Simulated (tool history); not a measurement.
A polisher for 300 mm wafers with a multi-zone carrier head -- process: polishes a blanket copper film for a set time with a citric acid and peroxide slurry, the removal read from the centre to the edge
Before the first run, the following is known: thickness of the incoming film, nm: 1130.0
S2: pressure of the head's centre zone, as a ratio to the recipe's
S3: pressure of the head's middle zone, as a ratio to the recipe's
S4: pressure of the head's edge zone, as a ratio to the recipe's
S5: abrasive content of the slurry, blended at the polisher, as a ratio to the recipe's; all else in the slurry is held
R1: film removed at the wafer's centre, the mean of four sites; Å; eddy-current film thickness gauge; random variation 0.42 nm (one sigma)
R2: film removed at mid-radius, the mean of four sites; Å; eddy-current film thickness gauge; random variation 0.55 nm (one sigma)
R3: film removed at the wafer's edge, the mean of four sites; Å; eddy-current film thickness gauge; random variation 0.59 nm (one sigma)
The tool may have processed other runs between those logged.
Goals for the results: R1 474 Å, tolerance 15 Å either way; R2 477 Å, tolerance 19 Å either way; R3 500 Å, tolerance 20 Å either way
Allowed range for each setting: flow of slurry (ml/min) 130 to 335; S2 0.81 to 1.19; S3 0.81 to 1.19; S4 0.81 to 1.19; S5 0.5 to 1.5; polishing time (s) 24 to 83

Run 1, day 0: flow of slurry (ml/min) 215, S2 1, S3 1, S4 1, S5 1, polishing time (s) 53. Result: R1 883.77 Å, R2 878.98 Å, R3 903.23 Å.
Run 2, day 0.058: flow of slurry (ml/min) 215, S2 1, S3 1, S4 0.93, S5 1, polishing time (s) 53. Result: R1 871.8 Å, R2 886.58 Å, R3 863.91 Å.
Run 3, day 0.329: flow of slurry (ml/min) 270, S2 1, S3 1, S4 0.93, S5 1, polishing time (s) 53. Result: R1 920.67 Å, R2 913.78 Å, R3 905.88 Å.
Run 4, day 0.633: flow of slurry (ml/min) 270, S2 1, S3 1.06, S4 0.93, S5 1, polishing time (s) 53. Result: R1 930.57 Å, R2 953.11 Å, R3 925.5 Å.
Run 5, day 0.833: flow of slurry (ml/min) 265, S2 0.99, S3 1.03, S4 0.93, S5 0.95, polishing time (s) 50. Result: R1 857.72 Å, R2 894.09 Å, R3 838.11 Å.
Run 6, day 1.025: flow of slurry (ml/min) 265, S2 0.99, S3 1.03, S4 1.01, S5 0.95, polishing time (s) 50. Result: R1 851.56 Å, R2 870.74 Å, R3 854.28 Å.
Run 7, day 1.083: flow of slurry (ml/min) 265, S2 0.99, S3 1.03, S4 1.01, S5 0.95, polishing time (s) 50. Result: R1 850.95 Å, R2 876.39 Å, R3 840.23 Å.
Run 8, day 1.283: flow of slurry (ml/min) 250, S2 0.98, S3 1, S4 1.02, S5 0.95, polishing time (s) 47. Result: R1 794.68 Å, R2 796.34 Å, R3 805.19 Å.
Run 9, day 1.308: flow of slurry (ml/min) 245, S2 0.97, S3 0.98, S4 1.02, S5 0.9, polishing time (s) 45. Result: R1 722.09 Å, R2 739.32 Å, R3 753.9 Å.
Run 10, day 1.596: flow of slurry (ml/min) 245, S2 0.97, S3 0.96, S4 1.01, S5 0.85, polishing time (s) 43. Result: R1 699.05 Å, R2 696.55 Å, R3 712.93 Å.
Run 11, day 1.704: flow of slurry (ml/min) 240, S2 0.96, S3 0.95, S4 1.01, S5 0.8, polishing time (s) 41. Result: R1 653.14 Å, R2 647.61 Å, R3 683.44 Å.
Run 12, day 1.908: flow of slurry (ml/min) 240, S2 0.96, S3 0.95, S4 1, S5 0.75, polishing time (s) 39. Result: R1 609.06 Å, R2 613.33 Å, R3 637.32 Å.
Run 13, day 2.071: flow of slurry (ml/min) 240, S2 0.96, S3 0.94, S4 0.99, S5 0.7, polishing time (s) 38. Result: R1 577.08 Å, R2 572.43 Å, R3 613.56 Å.
Run 14, day 2.112: flow of slurry (ml/min) 240, S2 0.96, S3 0.94, S4 0.98, S5 0.65, polishing time (s) 37. Result: R1 566.31 Å, R2 566.56 Å, R3 592.26 Å.
Run 15, day 2.329: flow of slurry (ml/min) 235, S2 0.96, S3 0.93, S4 0.97, S5 0.65, polishing time (s) 36. Result: R1 542.42 Å, R2 540.26 Å, R3 567.62 Å.
Run 16, day 2.429: flow of slurry (ml/min) 225, S2 0.96, S3 0.92, S4 0.95, S5 0.65, polishing time (s) 36. Result: R1 549.41 Å, R2 536.1 Å, R3 554.42 Å.
Run 17, day 2.621: flow of slurry (ml/min) 220, S2 0.95, S3 0.91, S4 0.94, S5 0.65, polishing time (s) 36. Result: R1 539.83 Å, R2 528.06 Å, R3 544.49 Å.
Run 18, day 2.758: flow of slurry (ml/min) 215, S2 0.94, S3 0.9, S4 0.94, S5 0.65, polishing time (s) 36. Result: R1 525.68 Å, R2 515.6 Å, R3 541.38 Å.

4 candidate next runs follow, results not yet known. Just one meets every target within its allowed miss. Identify it.
Run A, day 2.896: flow of slurry (ml/min) 150, S2 0.9, S3 1.16, S4 0.84, S5 0.7, polishing time (s) 36. Result: R1 ?, R2 ?, R3 ?.
Run B, day 2.896: flow of slurry (ml/min) 290, S2 1.07, S3 0.87, S4 0.96, S5 0.7, polishing time (s) 31. Result: R1 ?, R2 ?, R3 ?.
Run C, day 2.896: flow of slurry (ml/min) 235, S2 1.02, S3 0.89, S4 0.96, S5 0.75, polishing time (s) 39. Result: R1 ?, R2 ?, R3 ?.
Run D, day 2.896: flow of slurry (ml/min) 200, S2 0.95, S3 0.95, S4 0.97, S5 0.7, polishing time (s) 32. Result: R1 ?, R2 ?, R3 ?.

move      R1      R2      R3
   A  463.27  571.49  497.61
   B  543.56  479.93  500.53
   C  638.94  596.02  619.17
   D  471.68  485.49   490.6
A: brings the last run's worst result on target, with another outside its allowed miss
B: its largest miss is bigger than the last run's
C: its largest miss is bigger than the last run's
D: all results land within tolerance of their targets
Go with D: it meets all targets.
